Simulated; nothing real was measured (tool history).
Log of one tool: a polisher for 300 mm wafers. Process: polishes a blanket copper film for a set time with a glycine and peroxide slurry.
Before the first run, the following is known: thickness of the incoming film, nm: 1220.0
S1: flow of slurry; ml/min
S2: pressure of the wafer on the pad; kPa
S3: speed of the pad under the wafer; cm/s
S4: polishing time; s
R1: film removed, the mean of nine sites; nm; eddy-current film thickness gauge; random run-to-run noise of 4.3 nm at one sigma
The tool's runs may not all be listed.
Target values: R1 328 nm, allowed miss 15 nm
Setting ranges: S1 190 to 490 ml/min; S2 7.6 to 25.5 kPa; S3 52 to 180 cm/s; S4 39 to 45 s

Run 1, hour 0: S1 315 ml/min, S2 16.5 kPa, S3 116 cm/s, S4 45 s. Result: R1 224.4 nm.
Run 2, hour 0.5: S1 315 ml/min, S2 16.5 kPa, S3 116 cm/s, S4 45 s. Result: R1 227.05 nm.
Run 3, hour 1.5: S1 315 ml/min, S2 17.2 kPa, S3 116 cm/s, S4 45 s. Result: R1 231.39 nm.
Run 4, hour 5.5: S1 315 ml/min, S2 17.2 kPa, S3 134 cm/s, S4 45 s. Result: R1 257.35 nm.
At hour 11.9: slurry nozzle cleaned.
Run 5, hour 11.9: S1 250 ml/min, S2 17.2 kPa, S3 134 cm/s, S4 45 s. Result: R1 251.64 nm.
Run 6, hour 14.5: S1 250 ml/min, S2 17.9 kPa, S3 134 cm/s, S4 45 s. Result: R1 257.74 nm.
Run 7, hour 19.2: S1 250 ml/min, S2 18.6 kPa, S3 134 cm/s, S4 45 s. Result: R1 266.27 nm.
Run 8, hour 20.9: S1 250 ml/min, S2 19.3 kPa, S3 134 cm/s, S4 45 s. Result: R1 276.11 nm.
Run 9, hour 24.3: S1 250 ml/min, S2 20 kPa, S3 134 cm/s, S4 45 s. Result: R1 287.88 nm.
Run 10, hour 24.9: S1 260 ml/min, S2 21.4 kPa, S3 136 cm/s, S4 45 s. Result: R1 304.06 nm.

Below are 5 possible settings for the next run. Only one of them brings all results inside the allowed miss of their targets. Which is it?
Run A, hour 25.5: S1 240 ml/min, S2 24.8 kPa, S3 132 cm/s, S4 39 s. Result: R1 ?.
Run B, hour 25.5: S1 275 ml/min, S2 20.7 kPa, S3 132 cm/s, S4 41 s. Result: R1 ?.
Run C, hour 25.5: S1 240 ml/min, S2 20.7 kPa, S3 152 cm/s, S4 45 s. Result: R1 ?.
Run D, hour 25.5: S1 220 ml/min, S2 20 kPa, S3 148 cm/s, S4 39 s. Result: R1 ?.
Run E, hour 25.5: S1 270 ml/min, S2 21.4 kPa, S3 144 cm/s, S4 41 s. Result: R1 ?.

move      R1
   A  294.14
   B  266.27
   C  319.63
   D  261.98
   E   290.9
A: further off than the last run
B: further off than the last run
C: all results land within tolerance of their targets
D: further off than the last run
E: further off than the last run
The move that meets every target is C.

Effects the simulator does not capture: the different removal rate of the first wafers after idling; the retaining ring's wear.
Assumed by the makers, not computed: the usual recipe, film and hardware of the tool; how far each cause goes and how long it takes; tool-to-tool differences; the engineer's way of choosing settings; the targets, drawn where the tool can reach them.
